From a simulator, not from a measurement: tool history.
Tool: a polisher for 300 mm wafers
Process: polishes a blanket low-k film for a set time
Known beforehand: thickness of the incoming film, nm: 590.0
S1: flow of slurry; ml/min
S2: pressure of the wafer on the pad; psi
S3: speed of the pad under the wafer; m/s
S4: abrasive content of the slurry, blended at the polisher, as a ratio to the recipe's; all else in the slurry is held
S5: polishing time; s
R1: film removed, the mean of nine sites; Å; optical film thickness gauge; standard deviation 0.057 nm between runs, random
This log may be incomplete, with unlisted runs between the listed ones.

Run 1, hour 0: S1 195 ml/min, S2 2.5 psi, S3 0.98 m/s, S4 1, S5 34 s. Result: R1 188.37 Å.
Run 2, hour 4.2: S1 190 ml/min, S2 2.1 psi, S3 0.92 m/s, S4 1, S5 34 s. Result: R1 154.33 Å.
Run 3, hour 12.8: S1 185 ml/min, S2 1.8 psi, S3 0.86 m/s, S4 1, S5 34 s. Result: R1 126.13 Å.
Run 4, hour 15.3: S1 185 ml/min, S2 1.8 psi, S3 0.86 m/s, S4 0.85, S5 34 s. Result: R1 114.51 Å.
Run 5, hour 16.1: S1 210 ml/min, S2 1.8 psi, S3 0.86 m/s, S4 0.85, S5 34 s. Result: R1 116.78 Å.
Run 6, hour 23.2: S1 205 ml/min, S2 1.6 psi, S3 0.86 m/s, S4 0.85, S5 34 s. Result: R1 104.53 Å.

What does the tool deliver on the next run?
Run 7, hour 29.3: S1 205 ml/min, S2 1.5 psi, S3 0.86 m/s, S4 0.85, S5 34 s. Result: R1 ?.

Run 7 came out at R1 97.487 Å.
